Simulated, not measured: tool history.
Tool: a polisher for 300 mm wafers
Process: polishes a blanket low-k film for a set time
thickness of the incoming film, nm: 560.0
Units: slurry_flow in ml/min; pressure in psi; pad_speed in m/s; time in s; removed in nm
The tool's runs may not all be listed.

run  hour  slurry_flow  pressure  pad_speed  slurry_solids  time  removed
  1     0          235       1.3        1.2              1    39   14.179
  2   8.1          230       1.2        1.2              1    39   13.045
  3  11.2          230       1.2        1.2              1    35   11.665
  4  18.6          235       1.2        1.2              1    35   11.627
  5  25.4          235       1.2        1.2            1.2    35   12.836
  6  28.7          230       1.2        1.2            1.2    35   12.801
  7  30.7          230       1.2        1.2            1.2    35   12.985
  8    35          230       1.1        1.2            1.2    35   11.818

Run 9 comes next. What will it give?
  9  40.9          235       1.2        1.2            1.2    35        ?

removed: 12.896 nm
